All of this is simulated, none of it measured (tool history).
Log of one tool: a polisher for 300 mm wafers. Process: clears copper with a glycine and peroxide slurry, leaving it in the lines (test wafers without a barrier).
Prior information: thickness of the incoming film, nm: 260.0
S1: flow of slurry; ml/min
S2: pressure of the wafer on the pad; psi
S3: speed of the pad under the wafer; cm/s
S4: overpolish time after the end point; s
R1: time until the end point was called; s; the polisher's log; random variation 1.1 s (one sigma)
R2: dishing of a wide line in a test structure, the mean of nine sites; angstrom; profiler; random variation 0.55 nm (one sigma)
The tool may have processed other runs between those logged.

{"run": 1, "hour": 0.0, "S1": 225, "S2": 1.7, "S3": 96, "S4": 26, "R1": 58.725, "R2": 414.65}
{"run": 2, "hour": 8.7, "S1": 225, "S2": 1.4, "S3": 96, "S4": 26, "R1": 68.758, "R2": 386.07}
{"run": 3, "hour": 13.9, "S1": 225, "S2": 1.3, "S3": 94, "S4": 29, "R1": 73.74, "R2": 382.26}
{"run": 4, "hour": 16.3, "S1": 260, "S2": 1.3, "S3": 94, "S4": 29, "R1": 72.166, "R2": 382.1}
{"run": 5, "hour": 17.2, "S1": 260, "S2": 1.1, "S3": 94, "S4": 29, "R1": 80.095, "R2": 374.94}
{"hour": 25.5, "done": "worn pad replaced by a new one"}
{"run": 6, "hour": 25.5, "S1": 260, "S2": 1.3, "S3": 94, "S4": 29, "R1": 69.138, "R2": 399.41}
{"run": 7, "hour": 28.2, "S1": 245, "S2": 1.3, "S3": 92, "S4": 32, "R1": 69.016, "R2": 419.59}
{"run": 8, "hour": 36.5, "S1": 240, "S2": 1.2, "S3": 90, "S4": 34, "R1": 75.624, "R2": 418.94}
{"run": 9, "hour": 43.5, "S1": 235, "S2": 1.2, "S3": 88, "S4": 35, "R1": 76.32, "R2": 422.16}
{"run": 10, "hour": 50.3, "S1": 230, "S2": 1.2, "S3": 88, "S4": 36, "R1": 75.069, "R2": 425.45}
{"run": 11, "hour": 52.5, "S1": 230, "S2": 1.2, "S3": 86, "S4": 37, "R1": 75.136, "R2": 426.71}

Predict the results of run 12:
{"run": 12, "hour": 53.8, "S1": 230, "S2": 1.1, "S3": 86, "S4": 38, "R1": "?", "R2": "?"}

{"run 12": {"R1": 81.279, "R2": 412.61}}
